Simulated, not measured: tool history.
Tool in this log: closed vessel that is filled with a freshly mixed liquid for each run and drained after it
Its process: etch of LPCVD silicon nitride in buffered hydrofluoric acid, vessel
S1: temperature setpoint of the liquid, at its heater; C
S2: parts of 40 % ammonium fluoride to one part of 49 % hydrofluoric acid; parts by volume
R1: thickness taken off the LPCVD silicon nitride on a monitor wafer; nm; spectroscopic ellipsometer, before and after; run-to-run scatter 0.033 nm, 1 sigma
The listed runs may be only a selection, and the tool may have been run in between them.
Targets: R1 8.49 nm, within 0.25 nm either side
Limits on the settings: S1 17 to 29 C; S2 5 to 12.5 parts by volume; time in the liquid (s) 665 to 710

Run 1, hour 0: S1 21 C, S2 7.5 parts by volume, time in the liquid (s) 665. Result: R1 10.652 nm.
Run 2, hour 6: S1 21 C, S2 7.5 parts by volume, time in the liquid (s) 710. Result: R1 11.464 nm.
Run 3, hour 9.6: S1 20 C, S2 7.5 parts by volume, time in the liquid (s) 710. Result: R1 10.774 nm.
Run 4, hour 11.9: S1 20 C, S2 8.5 parts by volume, time in the liquid (s) 710. Result: R1 9.4133 nm.
Run 5, hour 17.7: S1 20 C, S2 8.5 parts by volume, time in the liquid (s) 710. Result: R1 9.4476 nm.
Run 6, hour 20.2: S1 20 C, S2 7 parts by volume, time in the liquid (s) 710. Result: R1 11.664 nm.
Run 7, hour 29.3: S1 19.5 C, S2 7 parts by volume, time in the liquid (s) 710. Result: R1 11.311 nm.
Run 8, hour 34.1: S1 19.5 C, S2 7 parts by volume, time in the liquid (s) 710. Result: R1 11.236 nm.
Run 9, hour 38.8: S1 19 C, S2 7 parts by volume, time in the liquid (s) 710. Result: R1 10.953 nm.
Run 10, hour 45.4: S1 18.5 C, S2 7 parts by volume, time in the liquid (s) 710. Result: R1 10.686 nm.
Run 11, hour 52.4: S1 18 C, S2 7 parts by volume, time in the liquid (s) 710. Result: R1 10.27 nm.
Run 12, hour 53.4: S1 17.5 C, S2 7.5 parts by volume, time in the liquid (s) 710. Result: R1 9.3612 nm.

Exercise: of the 5 proposed moves below, exactly one satisfies all targets within the stated allowed misses. Which move is it?
Run A, hour 54.4: S1 18 C, S2 9 parts by volume, time in the liquid (s) 705. Result: R1 ?.
Run B, hour 54.4: S1 17 C, S2 8 parts by volume, time in the liquid (s) 670. Result: R1 ?.
Run C, hour 54.4: S1 17 C, S2 7.5 parts by volume, time in the liquid (s) 665. Result: R1 ?.
Run D, hour 54.4: S1 19 C, S2 9.5 parts by volume, time in the liquid (s) 695. Result: R1 ?.
Run E, hour 54.4: S1 17 C, S2 8 parts by volume, time in the liquid (s) 675. Result: R1 ?.

move      R1
   A  7.8614
   B  8.0208
   C  8.5372
   D  7.9264
   E  8.0807
A: carries the result that was furthest off beyond its target, to the other side
B: carries the result that was furthest off beyond its target, to the other side
C: every result lands within tolerance
D: carries the result that was furthest off beyond its target, to the other side
E: carries the result that was furthest off beyond its target, to the other side
Go with C: it meets all targets.
